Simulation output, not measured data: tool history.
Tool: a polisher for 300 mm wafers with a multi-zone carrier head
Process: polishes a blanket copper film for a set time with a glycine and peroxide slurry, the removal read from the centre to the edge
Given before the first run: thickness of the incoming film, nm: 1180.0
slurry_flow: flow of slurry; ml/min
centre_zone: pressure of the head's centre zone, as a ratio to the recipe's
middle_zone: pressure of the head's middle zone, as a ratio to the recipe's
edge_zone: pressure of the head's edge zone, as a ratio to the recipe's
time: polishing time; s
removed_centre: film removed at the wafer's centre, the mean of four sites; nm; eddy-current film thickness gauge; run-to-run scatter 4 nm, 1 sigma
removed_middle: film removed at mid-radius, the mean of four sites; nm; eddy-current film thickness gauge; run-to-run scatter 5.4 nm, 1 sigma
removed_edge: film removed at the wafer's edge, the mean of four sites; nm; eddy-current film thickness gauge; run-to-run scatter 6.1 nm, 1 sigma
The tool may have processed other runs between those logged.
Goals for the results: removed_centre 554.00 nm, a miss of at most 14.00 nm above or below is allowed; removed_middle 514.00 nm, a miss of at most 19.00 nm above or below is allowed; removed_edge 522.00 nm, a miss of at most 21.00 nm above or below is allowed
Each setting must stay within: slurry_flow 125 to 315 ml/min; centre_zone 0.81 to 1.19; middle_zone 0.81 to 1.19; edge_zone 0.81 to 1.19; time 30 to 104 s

Run 1, hour 0.0: slurry_flow 205 ml/min, centre_zone 1.00, middle_zone 1.00, edge_zone 1.00, time 67 s. Result: removed_centre 351.03 nm, removed_middle 352.69 nm, removed_edge 348.41 nm.
Run 2, hour 2.2: slurry_flow 205 ml/min, centre_zone 1.00, middle_zone 0.95, edge_zone 1.00, time 67 s. Result: removed_centre 349.86 nm, removed_middle 330.68 nm, removed_edge 344.07 nm.
Run 3, hour 4.9: slurry_flow 210 ml/min, centre_zone 1.02, middle_zone 0.97, edge_zone 1.03, time 70 s. Result: removed_centre 373.56 nm, removed_middle 350.66 nm, removed_edge 370.50 nm.
Run 4, hour 9.5: slurry_flow 210 ml/min, centre_zone 1.02, middle_zone 0.97, edge_zone 1.09, time 70 s. Result: removed_centre 366.83 nm, removed_middle 360.71 nm, removed_edge 379.60 nm.
Run 5, hour 10.1: slurry_flow 220 ml/min, centre_zone 1.05, middle_zone 0.99, edge_zone 1.10, time 73 s. Result: removed_centre 399.21 nm, removed_middle 381.17 nm, removed_edge 392.14 nm.
Run 6, hour 18.8: slurry_flow 220 ml/min, centre_zone 1.06, middle_zone 0.99, edge_zone 1.11, time 76 s. Result: removed_centre 417.85 nm, removed_middle 390.72 nm, removed_edge 421.31 nm.
Run 7, hour 23.7: slurry_flow 225 ml/min, centre_zone 1.08, middle_zone 1.01, edge_zone 1.12, time 78 s. Result: removed_centre 441.51 nm, removed_middle 414.97 nm, removed_edge 440.30 nm.
Run 8, hour 26.2: slurry_flow 230 ml/min, centre_zone 1.10, middle_zone 1.03, edge_zone 1.13, time 79 s. Result: removed_centre 468.36 nm, removed_middle 424.78 nm, removed_edge 442.07 nm.
Run 9, hour 33.7: slurry_flow 230 ml/min, centre_zone 1.10, middle_zone 1.04, edge_zone 1.14, time 81 s. Result: removed_centre 470.76 nm, removed_middle 440.82 nm, removed_edge 453.17 nm.
Run 10, hour 39.0: slurry_flow 235 ml/min, centre_zone 1.11, middle_zone 1.05, edge_zone 1.15, time 82 s. Result: removed_centre 483.67 nm, removed_middle 447.27 nm, removed_edge 458.44 nm.

5 candidate next runs follow, results not yet known. Just one meets every target within its allowed miss. Identify it.
Run A, hour 44.3: slurry_flow 260 ml/min, centre_zone 1.13, middle_zone 1.03, edge_zone 0.99, time 97 s. Result: removed_centre ?, removed_middle ?, removed_edge ?.
Run B, hour 44.3: slurry_flow 225 ml/min, centre_zone 1.14, middle_zone 1.07, edge_zone 1.15, time 92 s. Result: removed_centre ?, removed_middle ?, removed_edge ?.
Run C, hour 44.3: slurry_flow 210 ml/min, centre_zone 1.10, middle_zone 1.02, edge_zone 1.05, time 73 s. Result: removed_centre ?, removed_middle ?, removed_edge ?.
Run D, hour 44.3: slurry_flow 205 ml/min, centre_zone 0.89, middle_zone 1.14, edge_zone 1.19, time 93 s. Result: removed_centre ?, removed_middle ?, removed_edge ?.
Run E, hour 44.3: slurry_flow 240 ml/min, centre_zone 1.11, middle_zone 1.00, edge_zone 1.19, time 98 s. Result: removed_centre ?, removed_middle ?, removed_edge ?.

move  removed_centre  removed_middle  removed_edge
   A          593.72          538.43        506.33
   B          556.74          517.71        510.08
   C          421.30          390.66        383.95
   D          432.14          545.78        519.13
   E          582.62          525.25        557.21
A: the result that was furthest off in the last run now lies on the other side of its target
B: in spec on every target
C: misses by more than the last run did
D: misses by more than the last run did
E: the result that was furthest off in the last run now lies on the other side of its target
B meets every target.
